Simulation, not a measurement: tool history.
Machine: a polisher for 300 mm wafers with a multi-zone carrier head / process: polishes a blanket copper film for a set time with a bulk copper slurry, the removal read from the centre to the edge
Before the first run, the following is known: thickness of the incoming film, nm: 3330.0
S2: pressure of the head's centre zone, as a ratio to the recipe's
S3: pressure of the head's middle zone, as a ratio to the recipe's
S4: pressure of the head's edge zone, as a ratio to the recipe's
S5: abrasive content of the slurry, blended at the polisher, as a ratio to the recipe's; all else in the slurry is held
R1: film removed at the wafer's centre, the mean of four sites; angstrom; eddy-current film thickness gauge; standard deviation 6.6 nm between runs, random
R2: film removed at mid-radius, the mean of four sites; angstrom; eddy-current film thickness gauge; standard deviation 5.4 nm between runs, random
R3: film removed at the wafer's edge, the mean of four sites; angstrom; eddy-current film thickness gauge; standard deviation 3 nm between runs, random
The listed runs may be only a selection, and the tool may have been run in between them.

run 1 hour=0 | flow_of_slurry_(ml/min)=315 S2=1 S3=1 S4=1 S5=1 polishing_time_(s)=77 | R1=7685.2 R2=7822.1 R3=7896
run 2 hour=1.3 | flow_of_slurry_(ml/min)=255 S2=1 S3=1 S4=1 S5=1 polishing_time_(s)=77 | R1=7515.1 R2=7651.6 R3=7777.1
run 3 hour=5.2 | flow_of_slurry_(ml/min)=255 S2=1 S3=0.96 S4=1 S5=1 polishing_time_(s)=77 | R1=7550.1 R2=7432.2 R3=7702.7
run 4 hour=11.9 | flow_of_slurry_(ml/min)=250 S2=0.99 S3=0.95 S4=0.98 S5=0.95 polishing_time_(s)=75 | R1=7043.9 R2=7023.1 R3=7390.5
run 5 hour=20.9 | flow_of_slurry_(ml/min)=250 S2=0.99 S3=0.95 S4=0.98 S5=0.95 polishing_time_(s)=85 | R1=7987.8 R2=8026.1 R3=8362.7
run 6 hour=22.3 | flow_of_slurry_(ml/min)=250 S2=0.99 S3=0.95 S4=0.96 S5=0.9 polishing_time_(s)=81 | R1=7641 R2=7631.2 R3=7665.5
run 7 hour=27.4 | flow_of_slurry_(ml/min)=245 S2=0.97 S3=0.93 S4=0.95 S5=0.85 polishing_time_(s)=78 | R1=6978.4 R2=7030.2 R3=7349.1

Estimate the outcome of run 8 from the log above:
run 8 hour=35.2 | flow_of_slurry_(ml/min)=260 S2=0.99 S3=0.98 S4=0.87 S5=0.6 polishing_time_(s)=56 | R1=? R2=? R3=?

For run 8 the tool returned R1 4557.1 angstrom, R2 4793.6 angstrom, R3 4572.9 angstrom.
